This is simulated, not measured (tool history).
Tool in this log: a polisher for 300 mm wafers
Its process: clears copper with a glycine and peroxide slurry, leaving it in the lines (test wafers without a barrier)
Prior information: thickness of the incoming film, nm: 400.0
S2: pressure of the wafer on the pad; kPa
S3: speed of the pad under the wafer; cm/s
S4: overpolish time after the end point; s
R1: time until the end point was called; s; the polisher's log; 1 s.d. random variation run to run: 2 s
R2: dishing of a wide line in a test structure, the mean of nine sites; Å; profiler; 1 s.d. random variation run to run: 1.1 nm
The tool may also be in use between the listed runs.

Run 1, hour 0.0: flow of slurry (ml/min) 230, S2 16.5 kPa, S3 78 cm/s, S4 24 s. Result: R1 81.722 s, R2 694.12 Å.
Run 2, hour 7.9: flow of slurry (ml/min) 230, S2 16.5 kPa, S3 96 cm/s, S4 24 s. Result: R1 73.945 s, R2 718.69 Å.
Run 3, hour 15.9: flow of slurry (ml/min) 225, S2 14.5 kPa, S3 90 cm/s, S4 27 s. Result: R1 86.819 s, R2 717.86 Å.
Run 4, hour 18.8: flow of slurry (ml/min) 225, S2 17.9 kPa, S3 90 cm/s, S4 27 s. Result: R1 73.697 s, R2 824.65 Å.
Run 5, hour 22.1: flow of slurry (ml/min) 280, S2 17.9 kPa, S3 90 cm/s, S4 27 s. Result: R1 71.176 s, R2 851.34 Å.
Run 6, hour 27.0: flow of slurry (ml/min) 280, S2 17.9 kPa, S3 90 cm/s, S4 36 s. Result: R1 70.904 s, R2 1029.20 Å.
Run 7, hour 31.0: flow of slurry (ml/min) 280, S2 15.2 kPa, S3 88 cm/s, S4 37 s. Result: R1 81.952 s, R2 915.09 Å.
Run 8, hour 38.7: flow of slurry (ml/min) 280, S2 13.1 kPa, S3 86 cm/s, S4 38 s. Result: R1 96.463 s, R2 844.24 Å.

Run 9 has not been measured yet. What should we expect?
Run 9, hour 47.0: flow of slurry (ml/min) 280, S2 11.7 kPa, S3 86 cm/s, S4 38 s. Result: R1 ?, R2 ?.

R1: 98.963 s
R2: 798.61 Å

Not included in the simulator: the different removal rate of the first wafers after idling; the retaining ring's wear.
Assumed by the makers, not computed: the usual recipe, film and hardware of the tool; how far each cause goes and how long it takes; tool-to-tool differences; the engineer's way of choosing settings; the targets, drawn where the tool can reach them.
